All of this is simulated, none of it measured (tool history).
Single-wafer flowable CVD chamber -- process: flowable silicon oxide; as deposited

| run | hour | heater temperature setpoint (K) | chamber pressure (mTorr) | RF power (W) | deposition time (s) | mean film thickness on the monitor wafer (angstrom) |
|---|---|---|---|---|---|---|
| 1 | 0 | 378.15 | 619 | 2570 | 659 | 2331.8 |
| 2 | 2.2 | 378.15 | 619 | 2570 | 659 | 2331.6 |
| 3 | 8.7 | 378.15 | 728 | 2570 | 659 | 2709.4 |
| 4 | 9.4 | 377.15 | 728 | 2570 | 659 | 2798.8 |
| 5 | 10.8 | 372.15 | 728 | 2570 | 659 | 3410.1 |
| 6 | 18.2 | 372.15 | 728 | 2570 | 629 | 3256.7 |

Predict the results of run 7:
| 7 | 26.6 | 371.15 | 728 | 2570 | 629 | ? |

mean film thickness on the monitor wafer (angstrom): 3383.5

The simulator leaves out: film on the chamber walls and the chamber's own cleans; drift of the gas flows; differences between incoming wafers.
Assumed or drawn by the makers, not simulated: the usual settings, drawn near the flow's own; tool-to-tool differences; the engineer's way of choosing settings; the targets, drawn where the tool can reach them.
